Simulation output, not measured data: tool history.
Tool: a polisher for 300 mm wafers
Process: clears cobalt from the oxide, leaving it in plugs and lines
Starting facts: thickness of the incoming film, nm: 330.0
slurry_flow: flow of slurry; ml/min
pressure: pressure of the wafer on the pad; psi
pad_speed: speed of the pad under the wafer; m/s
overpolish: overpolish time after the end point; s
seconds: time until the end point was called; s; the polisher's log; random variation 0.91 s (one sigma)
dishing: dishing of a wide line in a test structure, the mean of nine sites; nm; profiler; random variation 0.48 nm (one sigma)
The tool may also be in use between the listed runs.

| run | day | slurry_flow | pressure | pad_speed | overpolish | seconds | dishing |
|---|---|---|---|---|---|---|---|
| 1 | 0.000 | 230 | 2.4 | 1.22 | 11 | 46.079 | 45.565 |
| 2 | 0.171 | 230 | 2.4 | 1.22 | 16 | 45.532 | 51.989 |
| 3 | 0.433 | 230 | 2.1 | 1.16 | 13 | 52.381 | 45.103 |
| 4 | 0.675 | 225 | 1.9 | 1.08 | 11 | 59.420 | 37.219 |
| 5 | 0.754 | 225 | 1.7 | 1.02 | 10 | 64.477 | 33.920 |
| 6 | 0.917 | 220 | 1.6 | 0.96 | 10 | 72.807 | 32.805 |

Predict the results of run 7:
| 7 | 1.125 | 215 | 1.5 | 0.94 | 9 | ? | ? |

For run 7 the tool returned seconds 76.601 s, dishing 29.491 nm.
